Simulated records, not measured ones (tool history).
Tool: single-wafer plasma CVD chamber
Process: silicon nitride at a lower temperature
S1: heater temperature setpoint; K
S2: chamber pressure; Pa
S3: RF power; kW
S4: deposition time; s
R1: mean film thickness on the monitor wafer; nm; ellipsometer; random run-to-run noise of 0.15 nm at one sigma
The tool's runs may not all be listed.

run 1 hour=0 | S1=628.15 S2=193 S3=0.335 S4=31.2 | R1=35.351
run 2 hour=8.8 | S1=628.15 S2=193 S3=0.335 S4=31.2 | R1=35.312
run 3 hour=15.5 | S1=638.15 S2=193 S3=0.335 S4=31.2 | R1=35.081
run 4 hour=17.6 | S1=638.15 S2=193 S3=0.335 S4=31.2 | R1=35.396
run 5 hour=23.7 | S1=638.15 S2=193 S3=0.335 S4=29.7 | R1=33.908
run 6 hour=31.7 | S1=638.15 S2=185 S3=0.33 S4=29.7 | R1=32.43
run 7 hour=34.4 | S1=638.15 S2=181 S3=0.33 S4=29.7 | R1=32.559
run 8 hour=36.1 | S1=638.15 S2=176 S3=0.33 S4=29.7 | R1=31.819
run 9 hour=42.9 | S1=638.15 S2=172 S3=0.33 S4=29.7 | R1=31.776
run 10 hour=46.7 | S1=638.15 S2=168 S3=0.33 S4=29.7 | R1=31.472

Estimate the outcome of run 11 from the log above:
run 11 hour=54 | S1=638.15 S2=164 S3=0.33 S4=29.7 | R1=?

Run 11 produced R1 31.136 nm.
